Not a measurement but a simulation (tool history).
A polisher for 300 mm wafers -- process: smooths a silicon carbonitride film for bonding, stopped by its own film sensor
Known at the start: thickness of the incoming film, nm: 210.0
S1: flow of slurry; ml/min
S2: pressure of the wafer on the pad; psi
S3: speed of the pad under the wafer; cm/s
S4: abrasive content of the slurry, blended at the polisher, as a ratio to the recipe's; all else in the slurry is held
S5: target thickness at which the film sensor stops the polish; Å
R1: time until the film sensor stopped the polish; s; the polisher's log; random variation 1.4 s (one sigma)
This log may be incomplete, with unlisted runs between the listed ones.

run  hour   S1   S2  S3   S4    S5      R1
  1     0  250  1.6  86    1  1850  137.86
  2   8.8  250  1.6  86  1.2  1850  126.24
  3  12.9  250  1.6  70  1.2  1850  146.65
  4    16  250  1.7  70  1.2  1850  145.35
  5  22.3  250  1.8  70  1.2  1850     138
  6    28  190  1.8  70  1.2  1850  141.69

Forecast run 7:
  7  36.5  190  1.9  70  1.2  1850   ?

Run 7 gave R1 134.59 s.

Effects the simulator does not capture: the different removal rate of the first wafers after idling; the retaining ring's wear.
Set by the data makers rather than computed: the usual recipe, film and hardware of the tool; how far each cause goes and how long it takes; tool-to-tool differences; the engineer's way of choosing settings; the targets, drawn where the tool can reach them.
